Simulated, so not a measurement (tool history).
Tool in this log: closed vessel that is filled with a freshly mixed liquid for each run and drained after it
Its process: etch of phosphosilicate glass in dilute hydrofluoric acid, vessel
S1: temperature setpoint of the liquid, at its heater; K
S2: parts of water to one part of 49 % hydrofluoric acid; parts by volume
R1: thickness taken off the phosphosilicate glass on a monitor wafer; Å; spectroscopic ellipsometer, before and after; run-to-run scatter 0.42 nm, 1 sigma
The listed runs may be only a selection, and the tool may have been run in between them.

Run 1, hour 0: S1 296.15 K, S2 130 parts by volume, time in the liquid (s) 30. Result: R1 284.66 Å.
Run 2, hour 4.7: S1 296.15 K, S2 130 parts by volume, time in the liquid (s) 30. Result: R1 281.79 Å.
Run 3, hour 10.4: S1 296.15 K, S2 130 parts by volume, time in the liquid (s) 30. Result: R1 279.5 Å.
Run 4, hour 19.4: S1 297.15 K, S2 120 parts by volume, time in the liquid (s) 30. Result: R1 322.63 Å.
Run 5, hour 28.2: S1 295.15 K, S2 120 parts by volume, time in the liquid (s) 30. Result: R1 294.13 Å.
Run 6, hour 32.5: S1 295.15 K, S2 150 parts by volume, time in the liquid (s) 30. Result: R1 231.21 Å.
Run 7, hour 33.5: S1 296.15 K, S2 140 parts by volume, time in the liquid (s) 30. Result: R1 259.28 Å.
Run 8, hour 37.3: S1 300.15 K, S2 90 parts by volume, time in the liquid (s) 30. Result: R1 502.65 Å.
Run 9, hour 40: S1 300.65 K, S2 90 parts by volume, time in the liquid (s) 30. Result: R1 504.24 Å.
Run 10, hour 48.2: S1 301.15 K, S2 90 parts by volume, time in the liquid (s) 30. Result: R1 522.8 Å.
Run 11, hour 55.5: S1 301.65 K, S2 90 parts by volume, time in the liquid (s) 30. Result: R1 527.72 Å.

Expected results for the next run?
Run 12, hour 60.2: S1 302.15 K, S2 90 parts by volume, time in the liquid (s) 30. Result: R1 ?.

{"run 12": {"R1": 543.31}}
